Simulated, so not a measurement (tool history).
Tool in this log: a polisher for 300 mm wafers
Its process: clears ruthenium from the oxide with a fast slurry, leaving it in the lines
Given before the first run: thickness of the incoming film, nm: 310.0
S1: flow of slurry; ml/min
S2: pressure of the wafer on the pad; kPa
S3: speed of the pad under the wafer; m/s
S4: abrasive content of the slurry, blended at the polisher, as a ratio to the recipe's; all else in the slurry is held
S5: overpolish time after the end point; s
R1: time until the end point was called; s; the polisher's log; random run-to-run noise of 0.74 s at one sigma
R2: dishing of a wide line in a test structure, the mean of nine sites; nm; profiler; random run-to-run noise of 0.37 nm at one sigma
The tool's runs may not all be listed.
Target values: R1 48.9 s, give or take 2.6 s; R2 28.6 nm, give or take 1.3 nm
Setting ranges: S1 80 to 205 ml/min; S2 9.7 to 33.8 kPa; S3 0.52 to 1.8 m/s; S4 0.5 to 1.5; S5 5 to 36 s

run  hour   S1    S2    S3    S4  S5      R1      R2
  1     0  135  21.4  1.16     1  18   47.46   91.69
  2   0.7  135  20.7  1.14     1  16  49.904  78.084
  3   7.1  140  19.3  1.14  1.05  15  50.285  72.444
  4    14  150  17.9  1.12   1.1  14  53.343  65.689
  5  14.7  155  16.5  1.12  1.15  13  55.502   60.62
  6  18.2  155  20.7  1.12  1.15  13   46.45   70.76
  7  23.7  160  19.3  1.12   1.2  12  48.041  64.625
  8    32  165  17.9  1.12  1.25  11  50.895  58.096

Next run, 5 choices. One meets every target within its allowed miss, the rest don't. Which?
  A  40.3  175  20.7  1.26  1.05   5   ?   ?
  B  40.3  155  19.3  1.12   1.2   5   ?   ?
  C  40.3  140  20.7  1.16  1.25   5   ?   ?
  D  40.3  205  17.2  1.36   1.2   5   ?   ?
  E  40.3  150  18.6  1.24   1.5   5   ?   ?

move      R1      R2
   A   42.46  32.899
   B  48.683  28.947
   C  44.296  31.625
   D  42.847  32.622
   E  42.143   33.13
A: closer than the last run, but not yet in spec
B: in spec on every target
C: closer than the last run, but not yet in spec
D: closer than the last run, but not yet in spec
E: closer than the last run, but not yet in spec
The move that meets every target is B.

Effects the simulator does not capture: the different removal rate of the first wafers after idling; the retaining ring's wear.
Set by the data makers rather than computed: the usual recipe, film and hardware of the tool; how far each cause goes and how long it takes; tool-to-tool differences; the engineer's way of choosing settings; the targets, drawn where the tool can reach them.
